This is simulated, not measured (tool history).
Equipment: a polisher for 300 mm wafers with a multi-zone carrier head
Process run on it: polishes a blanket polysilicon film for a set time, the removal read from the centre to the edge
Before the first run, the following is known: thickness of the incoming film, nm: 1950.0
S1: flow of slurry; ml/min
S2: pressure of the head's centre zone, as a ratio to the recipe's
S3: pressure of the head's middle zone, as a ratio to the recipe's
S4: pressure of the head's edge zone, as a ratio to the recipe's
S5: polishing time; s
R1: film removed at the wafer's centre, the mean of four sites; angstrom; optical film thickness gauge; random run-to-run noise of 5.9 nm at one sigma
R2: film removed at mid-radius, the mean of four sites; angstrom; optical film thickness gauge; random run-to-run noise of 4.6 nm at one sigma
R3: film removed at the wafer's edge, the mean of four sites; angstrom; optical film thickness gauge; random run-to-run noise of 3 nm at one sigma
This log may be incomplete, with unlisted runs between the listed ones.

run	day	S1	S2	S3	S4	S5	R1	R2	R3
1	0	165	1	1	1	40	2907.4	3065.8	2859.2
2	0.367	170	1	0.99	1.02	41	2863.1	3068.2	2914
3	0.408	190	1	0.99	1.02	41	2939.7	3098.6	2994.6
4	0.5	195	1.01	0.99	1.03	42	3192.1	3262.7	3086.3
5	0.692	195	1.01	0.99	1.03	32	2409.1	2437.1	2335.6
6	0.758	195	1.01	0.98	1.04	35	2652.3	2651.1	2571.2
7	0.958	195	1.01	0.98	1.06	37	2747.4	2759.4	2747.5
8	1.279	195	1.01	0.98	1.06	37	2811.7	2790.9	2743.7
9	1.55	195	1.01	0.98	1.07	39	2863.9	2954.3	2917.3
10	1.921	200	1.02	0.98	1.08	40	2990.6	3041.2	2993
11	1.975	205	1.01	0.94	1.18	51	3966.9	3771.8	4044.4

Predict the results of run 12:
12	2.246	210	1.01	0.94	1.18	51	?	?	?

{"run 12": {"R1": 3720.2, "R2": 3826.8, "R3": 4035.8}}

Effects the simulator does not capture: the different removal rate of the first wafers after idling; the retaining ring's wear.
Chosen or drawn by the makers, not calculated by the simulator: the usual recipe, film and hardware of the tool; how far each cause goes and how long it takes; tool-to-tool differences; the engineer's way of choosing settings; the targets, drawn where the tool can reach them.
